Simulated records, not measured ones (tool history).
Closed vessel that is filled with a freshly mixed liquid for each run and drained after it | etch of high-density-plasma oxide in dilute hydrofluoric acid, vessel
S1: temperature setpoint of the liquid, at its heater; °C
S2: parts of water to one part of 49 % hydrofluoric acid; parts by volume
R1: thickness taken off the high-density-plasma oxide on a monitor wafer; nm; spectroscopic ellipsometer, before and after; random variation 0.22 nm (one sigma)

Run 1, hour 0.0: S1 22.0 °C, S2 200 parts by volume, time in the liquid (s) 1015. Result: R1 21.433 nm.
Run 2, hour 3.5: S1 23.0 °C, S2 190 parts by volume, time in the liquid (s) 1015. Result: R1 23.578 nm.
Run 3, hour 9.4: S1 20.5 °C, S2 190 parts by volume, time in the liquid (s) 1015. Result: R1 21.441 nm.
Run 4, hour 14.5: S1 22.0 °C, S2 180 parts by volume, time in the liquid (s) 1015. Result: R1 24.313 nm.
Run 5, hour 22.1: S1 22.0 °C, S2 180 parts by volume, time in the liquid (s) 1015. Result: R1 24.482 nm.
Run 6, hour 27.5: S1 22.0 °C, S2 120 parts by volume, time in the liquid (s) 1015. Result: R1 38.596 nm.
Run 7, hour 35.9: S1 22.5 °C, S2 120 parts by volume, time in the liquid (s) 1015. Result: R1 39.410 nm.
Run 8, hour 42.0: S1 23.0 °C, S2 120 parts by volume, time in the liquid (s) 1015. Result: R1 40.776 nm.
Run 9, hour 46.3: S1 23.5 °C, S2 120 parts by volume, time in the liquid (s) 1015. Result: R1 41.264 nm.

Run 10 comes next. What will it give?
Run 10, hour 54.7: S1 23.5 °C, S2 120 parts by volume, time in the liquid (s) 1015. Result: R1 ?.

R1: 41.357 nm

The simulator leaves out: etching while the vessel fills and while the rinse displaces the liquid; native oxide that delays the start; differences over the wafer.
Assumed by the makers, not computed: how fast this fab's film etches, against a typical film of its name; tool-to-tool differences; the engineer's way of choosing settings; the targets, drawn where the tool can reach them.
